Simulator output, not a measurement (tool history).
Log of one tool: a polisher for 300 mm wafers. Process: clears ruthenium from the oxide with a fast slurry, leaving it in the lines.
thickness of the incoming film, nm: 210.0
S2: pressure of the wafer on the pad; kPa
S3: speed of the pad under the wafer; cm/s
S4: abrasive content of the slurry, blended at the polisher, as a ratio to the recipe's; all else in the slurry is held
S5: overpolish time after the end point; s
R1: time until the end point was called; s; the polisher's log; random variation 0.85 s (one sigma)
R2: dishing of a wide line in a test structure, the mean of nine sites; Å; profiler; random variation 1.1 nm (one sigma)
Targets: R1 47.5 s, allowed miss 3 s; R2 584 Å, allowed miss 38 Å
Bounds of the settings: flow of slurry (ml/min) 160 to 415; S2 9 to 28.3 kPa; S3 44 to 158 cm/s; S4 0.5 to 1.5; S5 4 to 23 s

{"run": 1, "day": 0.0, "flow of slurry (ml/min)": 265, "S2": 18.6, "S3": 100, "S4": 1, "S5": 12, "R1": 50.22, "R2": 400.78}
{"run": 2, "day": 0.225, "flow of slurry (ml/min)": 265, "S2": 18.6, "S3": 100, "S4": 1, "S5": 13, "R1": 49.238, "R2": 422.34}
{"run": 3, "day": 0.283, "flow of slurry (ml/min)": 265, "S2": 18.6, "S3": 118, "S4": 1, "S5": 13, "R1": 44.624, "R2": 467.77}
{"run": 4, "day": 0.383, "flow of slurry (ml/min)": 265, "S2": 18.6, "S3": 136, "S4": 1, "S5": 13, "R1": 39.99, "R2": 512.84}
{"run": 5, "day": 0.533, "flow of slurry (ml/min)": 265, "S2": 17.9, "S3": 136, "S4": 1, "S5": 14, "R1": 41.441, "R2": 532.57}
{"run": 6, "day": 0.658, "flow of slurry (ml/min)": 265, "S2": 17.9, "S3": 136, "S4": 1, "S5": 11, "R1": 42.313, "R2": 417.93}
{"run": 7, "day": 0.767, "flow of slurry (ml/min)": 265, "S2": 17.2, "S3": 134, "S4": 1, "S5": 12, "R1": 45.616, "R2": 435.56}
{"run": 8, "day": 0.896, "flow of slurry (ml/min)": 265, "S2": 16.5, "S3": 136, "S4": 1, "S5": 13, "R1": 46.128, "R2": 473.07}
{"run": 9, "day": 1.204, "flow of slurry (ml/min)": 265, "S2": 16.5, "S3": 138, "S4": 1, "S5": 14, "R1": 44.783, "R2": 492.59}
{"day": 1.246, "done": "worn pad replaced by a new one"}
{"run": 10, "day": 1.246, "flow of slurry (ml/min)": 265, "S2": 16.5, "S3": 138, "S4": 1, "S5": 15, "R1": 42.546, "R2": 528.32}
{"run": 11, "day": 1.508, "flow of slurry (ml/min)": 265, "S2": 15.9, "S3": 136, "S4": 1, "S5": 16, "R1": 44.621, "R2": 559.18}
{"run": 12, "day": 1.725, "flow of slurry (ml/min)": 265, "S2": 15.2, "S3": 136, "S4": 1, "S5": 16, "R1": 45.996, "R2": 536.54}

Which of these 4 next moves meets every target?
{"run": "A", "day": 1.942, "flow of slurry (ml/min)": 270, "S2": 13.8, "S3": 138, "S4": 1.35, "S5": 13, "R1": "?", "R2": "?"}
{"run": "B", "day": 1.942, "flow of slurry (ml/min)": 290, "S2": 14.5, "S3": 140, "S4": 0.95, "S5": 12, "R1": "?", "R2": "?"}
{"run": "C", "day": 1.942, "flow of slurry (ml/min)": 200, "S2": 17.9, "S3": 100, "S4": 1.15, "S5": 18, "R1": "?", "R2": "?"}
{"run": "D", "day": 1.942, "flow of slurry (ml/min)": 270, "S2": 14.5, "S3": 132, "S4": 1.05, "S5": 15, "R1": "?", "R2": "?"}

move=A R1=46.401 R2=468.3
move=B R1=49.531 R2=413.44
move=C R1=47.775 R2=597.75
move=D R1=49.865 R2=497.18
A: further off than the last run
B: further off than the last run
C: meets every target
D: further off than the last run
Answer: C
